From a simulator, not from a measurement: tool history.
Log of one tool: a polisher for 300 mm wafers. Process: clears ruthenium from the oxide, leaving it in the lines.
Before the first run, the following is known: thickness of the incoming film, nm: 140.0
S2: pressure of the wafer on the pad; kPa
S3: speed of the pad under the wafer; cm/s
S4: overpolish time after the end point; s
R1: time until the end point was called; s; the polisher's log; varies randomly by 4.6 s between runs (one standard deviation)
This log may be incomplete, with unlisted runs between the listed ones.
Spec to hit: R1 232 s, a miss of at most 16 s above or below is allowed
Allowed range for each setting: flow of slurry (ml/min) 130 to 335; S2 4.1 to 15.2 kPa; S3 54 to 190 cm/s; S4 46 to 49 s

{"run": 1, "hour": 0.0, "flow of slurry (ml/min)": 215, "S2": 9.7, "S3": 122, "S4": 46, "R1": 134.72}
{"run": 2, "hour": 4.2, "flow of slurry (ml/min)": 215, "S2": 8.3, "S3": 120, "S4": 46, "R1": 166.02}
{"run": 3, "hour": 6.7, "flow of slurry (ml/min)": 215, "S2": 9, "S3": 120, "S4": 46, "R1": 156.6}
{"run": 4, "hour": 8.8, "flow of slurry (ml/min)": 215, "S2": 8.3, "S3": 118, "S4": 46, "R1": 165.1}
{"run": 5, "hour": 13.9, "flow of slurry (ml/min)": 260, "S2": 8.3, "S3": 118, "S4": 46, "R1": 167.23}
{"run": 6, "hour": 20.9, "flow of slurry (ml/min)": 260, "S2": 8.3, "S3": 106, "S4": 46, "R1": 182.86}
{"run": 7, "hour": 29.8, "flow of slurry (ml/min)": 260, "S2": 7.6, "S3": 106, "S4": 46, "R1": 193.8}
{"run": 8, "hour": 33.0, "flow of slurry (ml/min)": 260, "S2": 6.9, "S3": 106, "S4": 46, "R1": 214.44}

Which single option among these 5 for the next run brings every result within its allowed miss of target? Just one does.
{"run": "A", "hour": 36.2, "flow of slurry (ml/min)": 295, "S2": 6.2, "S3": 96, "S4": 46, "R1": "?"}
{"run": "B", "hour": 36.2, "flow of slurry (ml/min)": 270, "S2": 6.2, "S3": 108, "S4": 49, "R1": "?"}
{"run": "C", "hour": 36.2, "flow of slurry (ml/min)": 330, "S2": 7.6, "S3": 108, "S4": 49, "R1": "?"}
{"run": "D", "hour": 36.2, "flow of slurry (ml/min)": 255, "S2": 5.5, "S3": 104, "S4": 46, "R1": "?"}
{"run": "E", "hour": 36.2, "flow of slurry (ml/min)": 245, "S2": 7.6, "S3": 120, "S4": 46, "R1": "?"}

move=A R1=260.17
move=B R1=234.27
move=C R1=189.71
move=D R1=273.42
move=E R1=176.39
A: carries the result that was furthest off beyond its target, to the other side
B: meets every target
C: moves away from the targets compared with the last run
D: carries the result that was furthest off beyond its target, to the other side
E: moves away from the targets compared with the last run
The right move is B.
